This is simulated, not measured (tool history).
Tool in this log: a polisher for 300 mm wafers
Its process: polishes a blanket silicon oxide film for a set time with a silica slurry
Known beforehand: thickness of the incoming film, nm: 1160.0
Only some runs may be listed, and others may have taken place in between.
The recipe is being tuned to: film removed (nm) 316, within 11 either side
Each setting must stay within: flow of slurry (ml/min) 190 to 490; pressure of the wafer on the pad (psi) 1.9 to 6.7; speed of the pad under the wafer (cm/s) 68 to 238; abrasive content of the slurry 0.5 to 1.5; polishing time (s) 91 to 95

run  hour  flow of slurry (ml/min)  pressure of the wafer on the pad (psi)  speed of the pad under the wafer (cm/s)  abrasive content of the slurry  polishing time (s)  film removed (nm)
  1     0                      315                                     4.3                                      152                               1                  91             445.28
  2   7.4                      315                                     4.3                                      188                               1                  91              532.9
  3  10.3                      315                                     3.7                                      186                               1                  91             457.84
  4    11                      315                                     3.7                                      186                               1                  95             474.83
     16.3  -- head pressure recalibrated
  5  16.3                      315                                     3.3                                      186                               1                  95             396.23
  6  18.9                      315                                     3.1                                      186                               1                  95             370.94
  7  20.1                      315                                       3                                      186                               1                  95             361.98
  8  23.8                      315                                     2.3                                      184                               1                  95             288.32
  9  28.8                      315                                     2.4                                      184                               1                  95             299.32

Exercise: of the 5 proposed moves below, exactly one satisfies all targets within the stated allowed misses. Which move is it?
  A  33.8                      305                                     2.3                                      204                               1                  91                  ?
  B  33.8                      370                                     3.7                                      152                             0.9                  94                  ?
  C  33.8                      330                                     2.6                                      178                             1.1                  91                  ?
  D  33.8                      235                                     2.5                                      192                            1.15                  95                  ?
  E  33.8                      380                                     2.5                                      182                             1.3                  95                  ?

move  film removed (nm)
   A             297.66
   B             350.99
   C             310.66
   D             331.39
   E             346.18
A: moves away from the targets compared with the last run
B: takes the result that was furthest off past its target
C: each result inside its tolerance
D: takes the result that was furthest off past its target
E: takes the result that was furthest off past its target
Move C is the one to make.

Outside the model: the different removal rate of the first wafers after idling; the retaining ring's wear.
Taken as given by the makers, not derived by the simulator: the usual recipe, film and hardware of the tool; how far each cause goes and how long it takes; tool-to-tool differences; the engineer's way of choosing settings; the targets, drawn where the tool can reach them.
